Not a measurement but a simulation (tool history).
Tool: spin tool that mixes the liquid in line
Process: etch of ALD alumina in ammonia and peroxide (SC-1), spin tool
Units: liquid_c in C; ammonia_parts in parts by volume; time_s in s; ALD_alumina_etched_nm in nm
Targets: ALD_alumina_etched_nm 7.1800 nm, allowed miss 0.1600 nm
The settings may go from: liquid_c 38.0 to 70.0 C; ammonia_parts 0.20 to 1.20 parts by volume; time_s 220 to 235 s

run    day  liquid_c  ammonia_parts  time_s  ALD_alumina_etched_nm
  1  0.000      54.0           0.90     220                16.0320
  2  0.329      54.0           0.90     220                15.9800
  3  0.483      54.0           0.65     220                15.6030
  4  0.512      50.0           0.65     220                12.4780
  5  0.625      50.0           0.65     220                12.5230
  6  0.946      50.0           0.65     220                12.5240
  7  1.175      47.0           0.65     220                10.5440
  8  1.246      45.0           0.65     220                 9.4195
  9  1.442      39.0           0.65     220                 6.6624
 10  1.654      39.5           0.65     220                 6.8325

4 next moves are on the table. One of them brings every result within its allowed miss. Which?
  A  1.867      39.5           0.80     235                      ?
  B  1.867      38.5           0.70     220                      ?
  C  1.867      39.0           0.35     225                      ?
  D  1.867      39.0           0.80     230                      ?

move  ALD_alumina_etched_nm
   A                 7.4697
   B                 6.5057
   C                 6.4145
   D                 7.0971
A: takes the result that was furthest off past its target
B: further off than the last run
C: further off than the last run
D: meets every target
Move D is the one to make.
